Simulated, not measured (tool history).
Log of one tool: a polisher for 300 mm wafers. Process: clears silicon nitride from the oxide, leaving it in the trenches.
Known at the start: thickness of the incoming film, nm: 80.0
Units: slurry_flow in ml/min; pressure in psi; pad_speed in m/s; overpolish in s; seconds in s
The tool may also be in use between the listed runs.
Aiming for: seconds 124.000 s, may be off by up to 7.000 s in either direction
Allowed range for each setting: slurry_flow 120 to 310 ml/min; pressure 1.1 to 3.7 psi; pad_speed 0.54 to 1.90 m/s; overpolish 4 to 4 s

Run 1, day 0.000: slurry_flow 200 ml/min, pressure 2.4 psi, pad_speed 1.22 m/s, overpolish 4 s. Result: seconds 69.077 s.
Run 2, day 0.167: slurry_flow 200 ml/min, pressure 2.4 psi, pad_speed 1.22 m/s, overpolish 4 s. Result: seconds 70.367 s.
Run 3, day 0.200: slurry_flow 200 ml/min, pressure 2.4 psi, pad_speed 0.96 m/s, overpolish 4 s. Result: seconds 88.381 s.
Run 4, day 0.475: slurry_flow 200 ml/min, pressure 2.4 psi, pad_speed 0.96 m/s, overpolish 4 s. Result: seconds 89.215 s.
Run 5, day 0.521: slurry_flow 200 ml/min, pressure 2.4 psi, pad_speed 0.96 m/s, overpolish 4 s. Result: seconds 87.035 s.
Run 6, day 0.562: slurry_flow 150 ml/min, pressure 2.4 psi, pad_speed 0.96 m/s, overpolish 4 s. Result: seconds 91.065 s.
Run 7, day 0.596: slurry_flow 150 ml/min, pressure 2.2 psi, pad_speed 0.94 m/s, overpolish 4 s. Result: seconds 97.966 s.
Run 8, day 0.962: slurry_flow 150 ml/min, pressure 2.0 psi, pad_speed 0.92 m/s, overpolish 4 s. Result: seconds 114.220 s.

Which single option among these 4 for the next run brings every result within its allowed miss of target? Just one does.
Run A, day 1.329: slurry_flow 165 ml/min, pressure 2.1 psi, pad_speed 0.78 m/s, overpolish 4 s. Result: seconds ?.
Run B, day 1.329: slurry_flow 150 ml/min, pressure 2.0 psi, pad_speed 0.98 m/s, overpolish 4 s. Result: seconds ?.
Run C, day 1.329: slurry_flow 155 ml/min, pressure 2.6 psi, pad_speed 0.58 m/s, overpolish 4 s. Result: seconds ?.
Run D, day 1.329: slurry_flow 135 ml/min, pressure 2.4 psi, pad_speed 0.60 m/s, overpolish 4 s. Result: seconds ?.

move  seconds
   A  123.410
   B  105.850
   C  134.390
   D  144.860
A: all results in spec
B: further off than the last run
C: carries the result that was furthest off beyond its target, to the other side
D: carries the result that was furthest off beyond its target, to the other side
Move A is the one to make.
